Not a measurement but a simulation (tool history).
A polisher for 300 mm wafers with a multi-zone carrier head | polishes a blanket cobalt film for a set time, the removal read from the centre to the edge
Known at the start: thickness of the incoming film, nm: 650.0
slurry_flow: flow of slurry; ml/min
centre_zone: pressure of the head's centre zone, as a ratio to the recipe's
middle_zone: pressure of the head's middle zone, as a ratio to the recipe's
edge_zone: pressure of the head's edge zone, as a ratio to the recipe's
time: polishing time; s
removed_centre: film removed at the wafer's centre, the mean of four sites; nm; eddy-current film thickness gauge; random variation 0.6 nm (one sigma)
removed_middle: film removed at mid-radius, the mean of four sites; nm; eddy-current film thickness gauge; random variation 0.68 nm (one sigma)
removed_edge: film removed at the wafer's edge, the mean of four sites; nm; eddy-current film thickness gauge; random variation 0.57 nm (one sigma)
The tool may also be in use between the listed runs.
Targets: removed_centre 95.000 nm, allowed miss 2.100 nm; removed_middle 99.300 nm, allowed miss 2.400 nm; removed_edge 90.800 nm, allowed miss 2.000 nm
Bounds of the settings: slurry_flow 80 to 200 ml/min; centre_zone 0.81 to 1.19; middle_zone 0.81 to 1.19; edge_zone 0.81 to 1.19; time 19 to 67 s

run,hour,slurry_flow,centre_zone,middle_zone,edge_zone,time,removed_centre,removed_middle,removed_edge
1,0.0,130,1.00,1.00,1.00,43,145.430,145.140,146.250
2,7.9,130,0.94,1.00,1.00,43,138.700,146.080,144.760
3,10.4,130,0.94,0.96,1.00,43,137.970,142.180,146.040
4,18.3,130,0.94,0.96,1.00,49,158.380,160.390,166.330
5,26.9,130,0.94,0.96,1.00,56,180.950,183.300,191.540
6,31.7,100,0.94,0.96,1.00,56,172.090,176.450,184.420
7,36.1,95,0.96,1.01,0.90,44,135.890,142.140,136.520
8,36.7,95,0.96,1.01,0.88,41,124.950,131.510,126.670
9,37.6,100,0.97,1.02,0.87,38,118.910,125.180,117.220
10,44.5,105,0.97,1.02,0.86,36,113.550,119.120,111.740

4 next moves are on the table. One of them brings every result within its allowed miss. Which?
A,51.4,150,1.01,1.07,0.93,27,?,?,?
B,51.4,80,1.00,1.16,0.88,30,?,?,?
C,51.4,80,1.01,0.99,0.83,31,?,?,?
D,51.4,95,1.02,1.12,0.81,30,?,?,?

move,removed_centre,removed_middle,removed_edge
A,94.089,97.857,90.393
B,91.444,103.250,90.552
C,95.071,95.004,91.326
D,96.341,103.990,89.289
A: meets every target
B: brings the result that was furthest off to its target, and leaves another outside
C: brings the result that was furthest off to its target, and leaves another outside
D: brings the result that was furthest off to its target, and leaves another outside
Answer: A
